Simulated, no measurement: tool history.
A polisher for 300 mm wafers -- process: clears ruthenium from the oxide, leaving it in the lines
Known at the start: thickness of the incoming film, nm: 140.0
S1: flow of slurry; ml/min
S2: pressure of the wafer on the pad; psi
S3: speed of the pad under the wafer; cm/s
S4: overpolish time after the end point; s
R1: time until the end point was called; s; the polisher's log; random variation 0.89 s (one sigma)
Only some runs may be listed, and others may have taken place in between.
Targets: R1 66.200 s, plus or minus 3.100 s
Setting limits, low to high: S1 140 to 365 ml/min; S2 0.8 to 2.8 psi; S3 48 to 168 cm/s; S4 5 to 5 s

{"run": 1, "hour": 0.0, "S1": 235, "S2": 1.8, "S3": 108, "S4": 5, "R1": 125.5}
{"run": 2, "hour": 6.7, "S1": 235, "S2": 2.0, "S3": 110, "S4": 5, "R1": 111.74}
{"run": 3, "hour": 8.6, "S1": 235, "S2": 2.2, "S3": 112, "S4": 5, "R1": 99.575}
{"run": 4, "hour": 15.6, "S1": 235, "S2": 2.3, "S3": 114, "S4": 5, "R1": 93.422}
{"run": 5, "hour": 21.3, "S1": 210, "S2": 2.3, "S3": 114, "S4": 5, "R1": 93.595}
{"run": 6, "hour": 22.8, "S1": 210, "S2": 2.3, "S3": 102, "S4": 5, "R1": 105.46}
{"run": 7, "hour": 25.8, "S1": 210, "S2": 2.4, "S3": 106, "S4": 5, "R1": 97.023}
{"run": 8, "hour": 30.3, "S1": 210, "S2": 2.4, "S3": 106, "S4": 5, "R1": 96.716}
{"run": 9, "hour": 32.1, "S1": 210, "S2": 2.5, "S3": 110, "S4": 5, "R1": 91.624}
{"run": 10, "hour": 34.8, "S1": 210, "S2": 2.6, "S3": 114, "S4": 5, "R1": 84.032}
{"run": 11, "hour": 36.7, "S1": 210, "S2": 2.6, "S3": 118, "S4": 5, "R1": 81.876}
{"run": 12, "hour": 44.5, "S1": 210, "S2": 2.6, "S3": 122, "S4": 5, "R1": 78.754}
{"run": 13, "hour": 47.8, "S1": 210, "S2": 2.6, "S3": 124, "S4": 5, "R1": 78.147}

5 next moves are on the table. One of them brings every result within its allowed miss. Which?
{"run": "A", "hour": 51.1, "S1": 180, "S2": 2.6, "S3": 134, "S4": 5, "R1": "?"}
{"run": "B", "hour": 51.1, "S1": 215, "S2": 2.8, "S3": 106, "S4": 5, "R1": "?"}
{"run": "C", "hour": 51.1, "S1": 190, "S2": 2.6, "S3": 122, "S4": 5, "R1": "?"}
{"run": "D", "hour": 51.1, "S1": 240, "S2": 2.6, "S3": 142, "S4": 5, "R1": "?"}
{"run": "E", "hour": 51.1, "S1": 235, "S2": 2.8, "S3": 108, "S4": 5, "R1": "?"}

move=A R1=73.106
move=B R1=84.085
move=C R1=79.722
move=D R1=67.405
move=E R1=81.966
A: better than the last run, though not everything is in spec
B: further off than the last run
C: further off than the last run
D: every result lands within tolerance
E: further off than the last run
Correct choice: D, which meets every target

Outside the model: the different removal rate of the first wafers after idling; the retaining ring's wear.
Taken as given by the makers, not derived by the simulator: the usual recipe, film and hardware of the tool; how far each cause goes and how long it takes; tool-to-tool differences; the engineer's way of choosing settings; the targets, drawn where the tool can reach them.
